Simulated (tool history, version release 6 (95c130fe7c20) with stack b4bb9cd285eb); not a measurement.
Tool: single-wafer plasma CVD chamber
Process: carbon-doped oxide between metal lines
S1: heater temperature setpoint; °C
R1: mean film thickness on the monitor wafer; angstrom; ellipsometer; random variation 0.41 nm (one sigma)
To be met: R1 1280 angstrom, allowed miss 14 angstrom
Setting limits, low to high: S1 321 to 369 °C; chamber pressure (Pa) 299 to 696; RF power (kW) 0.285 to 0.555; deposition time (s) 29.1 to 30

Run 1, hour 0: S1 345 °C, chamber pressure (Pa) 497, RF power (kW) 0.42, deposition time (s) 29.1. Result: R1 1137.3 angstrom.
Run 2, hour 1.2: S1 341 °C, chamber pressure (Pa) 535, RF power (kW) 0.425, deposition time (s) 29.1. Result: R1 1157.1 angstrom.
Run 3, hour 7.7: S1 341 °C, chamber pressure (Pa) 535, RF power (kW) 0.45, deposition time (s) 29.1. Result: R1 1224.8 angstrom.
Run 4, hour 15.1: S1 341 °C, chamber pressure (Pa) 463, RF power (kW) 0.45, deposition time (s) 29.1. Result: R1 1214.7 angstrom.
Run 5, hour 23.8: S1 338 °C, chamber pressure (Pa) 471, RF power (kW) 0.45, deposition time (s) 29.1. Result: R1 1222.4 angstrom.
Run 6, hour 29.2: S1 338 °C, chamber pressure (Pa) 381, RF power (kW) 0.45, deposition time (s) 29.1. Result: R1 1206.7 angstrom.
Run 7, hour 38: S1 335 °C, chamber pressure (Pa) 395, RF power (kW) 0.45, deposition time (s) 29.1. Result: R1 1230.4 angstrom.
Run 8, hour 45.3: S1 333 °C, chamber pressure (Pa) 399, RF power (kW) 0.45, deposition time (s) 29.1. Result: R1 1242.6 angstrom.
Run 9, hour 49.8: S1 333 °C, chamber pressure (Pa) 399, RF power (kW) 0.45, deposition time (s) 29.1. Result: R1 1233.4 angstrom.
Run 10, hour 57.3: S1 331 °C, chamber pressure (Pa) 404, RF power (kW) 0.45, deposition time (s) 29.1. Result: R1 1238.1 angstrom.
Run 11, hour 61.1: S1 329 °C, chamber pressure (Pa) 409, RF power (kW) 0.45, deposition time (s) 29.1. Result: R1 1255.5 angstrom.
Run 12, hour 65.8: S1 328 °C, chamber pressure (Pa) 412, RF power (kW) 0.45, deposition time (s) 29.1. Result: R1 1256.4 angstrom.

Next run, 4 choices. One meets every target within its allowed miss, the rest don't. Which?
Run A, hour 70.5: S1 325 °C, chamber pressure (Pa) 344, RF power (kW) 0.47, deposition time (s) 29.3. Result: R1 ?.
Run B, hour 70.5: S1 331 °C, chamber pressure (Pa) 431, RF power (kW) 0.465, deposition time (s) 29.1. Result: R1 ?.
Run C, hour 70.5: S1 328 °C, chamber pressure (Pa) 419, RF power (kW) 0.47, deposition time (s) 29.4. Result: R1 ?.
Run D, hour 70.5: S1 321 °C, chamber pressure (Pa) 477, RF power (kW) 0.445, deposition time (s) 29.3. Result: R1 ?.

move      R1
   A    1327
   B  1292.1
   C  1329.5
   D  1314.7
A: carries the result that was furthest off beyond its target, to the other side
B: hits every target within its allowed miss
C: carries the result that was furthest off beyond its target, to the other side
D: carries the result that was furthest off beyond its target, to the other side
Correct choice: B, which meets every target
